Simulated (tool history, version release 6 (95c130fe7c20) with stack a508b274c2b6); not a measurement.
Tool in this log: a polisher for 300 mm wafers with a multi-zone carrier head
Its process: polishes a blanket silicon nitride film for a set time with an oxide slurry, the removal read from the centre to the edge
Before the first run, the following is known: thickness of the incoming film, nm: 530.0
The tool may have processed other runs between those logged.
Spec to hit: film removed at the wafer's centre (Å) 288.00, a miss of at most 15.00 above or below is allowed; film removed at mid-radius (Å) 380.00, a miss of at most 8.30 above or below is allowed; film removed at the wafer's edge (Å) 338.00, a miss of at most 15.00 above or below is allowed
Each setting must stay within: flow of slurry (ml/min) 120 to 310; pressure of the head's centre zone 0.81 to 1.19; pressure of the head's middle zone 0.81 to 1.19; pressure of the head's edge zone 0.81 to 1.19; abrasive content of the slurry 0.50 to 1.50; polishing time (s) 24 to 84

run  hour  flow of slurry (ml/min)  pressure of the head's centre zone  pressure of the head's middle zone  pressure of the head's edge zone  abrasive content of the slurry  polishing time (s)  film removed at the wafer's centre (Å)  film removed at mid-radius (Å)  film removed at the wafer's edge (Å)
  1   0.0                      200                                1.00                                1.00                              1.00                            1.00                  54                                  494.36                          517.25                                515.47
  2   7.2                      200                                1.00                                1.00                              0.91                            1.00                  54                                  490.03                          520.40                                481.15
  3  15.2                      240                                1.00                                1.00                              0.91                            1.00                  54                                  518.29                          528.95                                494.50
  4  20.3                      240                                1.00                                1.00                              0.85                            1.00                  54                                  505.40                          529.58                                480.69
  5  21.8                      230                                0.98                                1.00                              0.84                            0.95                  54                                  488.36                          514.93                                473.78
  6  29.0                      230                                0.94                                1.00                              0.84                            0.95                  54                                  461.44                          519.93                                470.01
  7  31.7                      180                                0.84                                0.96                              0.81                            0.70                  50                                  320.97                          387.05                                363.62
  8  34.2                      175                                0.84                                0.97                              0.81                            0.70                  50                                  333.53                          390.89                                366.92
  9  38.1                      190                                0.84                                0.98                              0.81                            0.65                  50                                  328.00                          385.57                                351.96
 10  42.1                      190                                0.84                                0.98                              0.81                            0.65                  50                                  315.43                          384.91                                359.11
 11  45.2                      190                                0.84                                0.99                              0.81                            0.65                  50                                  325.44                          391.55                                346.78
 12  53.5                      185                                0.84                                1.00                              0.83                            0.65                  50                                  307.21                          389.85                                359.74
 13  62.0                      185                                0.83                                1.02                              0.82                            0.60                  50                                  305.09                          380.79                                342.23

Next run, 4 choices. One meets every target within its allowed miss, the rest don't. Which?
  A  70.5                      175                                0.86                                0.94                              0.83                            0.65                  51                                       ?                               ?                                     ?
  B  70.5                      305                                0.89                                1.01                              0.81                            0.55                  49                                       ?                               ?                                     ?
  C  70.5                      180                                0.81                                1.03                              0.83                            0.50                  54                                       ?                               ?                                     ?
  D  70.5                      160                                0.87                                1.00                              0.83                            0.55                  54                                       ?                               ?                                     ?

move  film removed at the wafer's centre (Å)  film removed at mid-radius (Å)  film removed at the wafer's edge (Å)
   A                                  329.67                          373.00                                362.02
   B                                  326.71                          377.38                                334.58
   C                                  291.61                          375.77                                336.75
   D                                  318.69                          376.45                                348.18
A: moves away from the targets compared with the last run
B: moves away from the targets compared with the last run
C: every result within its allowed miss
D: moves away from the targets compared with the last run
C is the move that brings every result within its allowed miss.
